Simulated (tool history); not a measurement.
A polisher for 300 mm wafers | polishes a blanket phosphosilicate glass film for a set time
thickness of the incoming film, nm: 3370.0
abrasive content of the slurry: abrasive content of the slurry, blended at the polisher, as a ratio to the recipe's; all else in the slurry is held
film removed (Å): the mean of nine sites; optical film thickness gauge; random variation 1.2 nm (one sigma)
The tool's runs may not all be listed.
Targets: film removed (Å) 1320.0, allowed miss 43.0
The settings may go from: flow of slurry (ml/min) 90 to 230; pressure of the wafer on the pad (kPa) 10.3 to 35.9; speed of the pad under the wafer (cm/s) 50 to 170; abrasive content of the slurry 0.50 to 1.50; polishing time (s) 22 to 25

| run | day | flow of slurry (ml/min) | pressure of the wafer on the pad (kPa) | speed of the pad under the wafer (cm/s) | abrasive content of the slurry | polishing time (s) | film removed (Å) |
|---|---|---|---|---|---|---|---|
| 1 | 0.000 | 150 | 22.8 | 110 | 1.00 | 25 | 2725.4 |
| 2 | 0.179 | 180 | 22.8 | 110 | 1.00 | 25 | 2803.3 |
| 3 | 0.350 | 175 | 19.3 | 104 | 1.00 | 25 | 2305.7 |
| 4 | 0.404 | 170 | 17.2 | 98 | 1.00 | 25 | 1945.8 |
| 5 | 0.488 | 200 | 17.2 | 98 | 1.00 | 25 | 1983.8 |
| 6 | 0.750 | 200 | 15.2 | 96 | 1.00 | 25 | 1720.9 |
| 7 | 0.929 | 200 | 15.2 | 96 | 1.00 | 25 | 1700.7 |
| 8 | 1.150 | 200 | 13.8 | 96 | 1.00 | 25 | 1574.4 |
| 9 | 1.479 | 200 | 13.1 | 96 | 1.00 | 25 | 1512.2 |
| 10 | 1.733 | 200 | 12.4 | 96 | 1.00 | 25 | 1443.4 |

Which of these 5 next moves meets every target?
| A | 1.988 | 195 | 13.1 | 86 | 0.95 | 23 | ? |
| B | 1.988 | 185 | 18.6 | 58 | 0.95 | 24 | ? |
| C | 1.988 | 220 | 13.1 | 122 | 1.00 | 22 | ? |
| D | 1.988 | 200 | 12.4 | 124 | 0.75 | 25 | ? |
| E | 1.988 | 205 | 16.5 | 98 | 1.00 | 22 | ? |

| move | film removed (Å) |
|---|---|
| A | 1254.1 |
| B | 1326.2 |
| C | 1640.3 |
| D | 1608.4 |
| E | 1704.7 |
A: takes the result that was furthest off past its target
B: meets every target
C: further off than the last run
D: further off than the last run
E: further off than the last run
Move B is the one to make.
